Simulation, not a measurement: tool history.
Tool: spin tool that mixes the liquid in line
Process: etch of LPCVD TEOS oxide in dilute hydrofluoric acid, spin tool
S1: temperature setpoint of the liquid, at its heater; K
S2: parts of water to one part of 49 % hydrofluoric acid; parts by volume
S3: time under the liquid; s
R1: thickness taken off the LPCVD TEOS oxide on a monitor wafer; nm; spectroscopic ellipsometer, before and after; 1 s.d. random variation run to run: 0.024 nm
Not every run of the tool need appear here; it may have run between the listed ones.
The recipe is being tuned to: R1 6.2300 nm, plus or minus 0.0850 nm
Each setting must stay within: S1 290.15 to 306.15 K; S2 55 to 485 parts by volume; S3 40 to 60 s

run,hour,S1,S2,S3,R1
1,0.0,298.15,270,60,8.2487
2,3.9,299.65,270,60,8.6558
3,10.2,299.65,270,60,8.6271
4,14.2,297.15,270,60,7.8456
5,16.1,295.65,270,60,7.5008
6,20.8,294.15,270,60,7.1653
7,26.5,293.15,270,60,6.8299
8,33.7,293.15,270,60,6.8354
9,36.5,290.15,270,60,6.1230

Which of these 4 next moves meets every target?
A,39.3,292.15,275,60,?
B,39.3,291.65,280,60,?
C,39.3,290.65,265,60,?
D,39.3,292.15,295,60,?

move,R1
A,6.4544
B,6.1939
C,6.3839
D,5.9113
A: takes the biggest miss from the last run beyond its target
B: every result within its allowed miss
C: takes the biggest miss from the last run beyond its target
D: moves away from the targets compared with the last run
Answer: B

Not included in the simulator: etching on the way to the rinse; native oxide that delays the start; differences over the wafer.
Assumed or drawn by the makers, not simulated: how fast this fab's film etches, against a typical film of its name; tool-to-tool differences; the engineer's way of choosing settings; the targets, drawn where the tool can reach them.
